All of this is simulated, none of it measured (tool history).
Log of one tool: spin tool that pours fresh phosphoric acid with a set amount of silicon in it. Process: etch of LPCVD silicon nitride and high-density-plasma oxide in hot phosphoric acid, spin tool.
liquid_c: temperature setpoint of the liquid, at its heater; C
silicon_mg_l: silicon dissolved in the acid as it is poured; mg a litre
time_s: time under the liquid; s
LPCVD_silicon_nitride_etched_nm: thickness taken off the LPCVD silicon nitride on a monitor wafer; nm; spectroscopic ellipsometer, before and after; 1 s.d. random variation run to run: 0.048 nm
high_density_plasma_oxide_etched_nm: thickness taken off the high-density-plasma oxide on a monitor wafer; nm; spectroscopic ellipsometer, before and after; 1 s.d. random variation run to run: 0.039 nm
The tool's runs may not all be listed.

run,hour,liquid_c,silicon_mg_l,time_s,LPCVD_silicon_nitride_etched_nm,high_density_plasma_oxide_etched_nm
1,0,163,8.5,105,8.5178,0.50414
2,7.5,163.5,10,110,9.0705,0.55251
3,16.3,163.5,10,70,5.7632,0.35471
4,18,163.5,10,35,2.8999,0.16277
5,18.7,162,10,35,2.7275,0.15697
6,19.4,160.5,10,35,2.6067,0.14472
7,21.4,161.5,11,45,3.4763,0.16726
8,25,162.5,11.5,55,4.4238,0.25604
# hour 26: dissolved silicon flow meter replaced
9,26,163,12.5,60,4.8714,0.27545
10,34.2,163.5,13.5,65,5.3678,0.29997
11,39.2,164,14,70,5.8525,0.33487

For run 12, what comes out?
12,40.9,164,14.5,75,?,?

{"run 12": {"LPCVD_silicon_nitride_etched_nm": 6.2977, "high_density_plasma_oxide_etched_nm": 0.3452}}
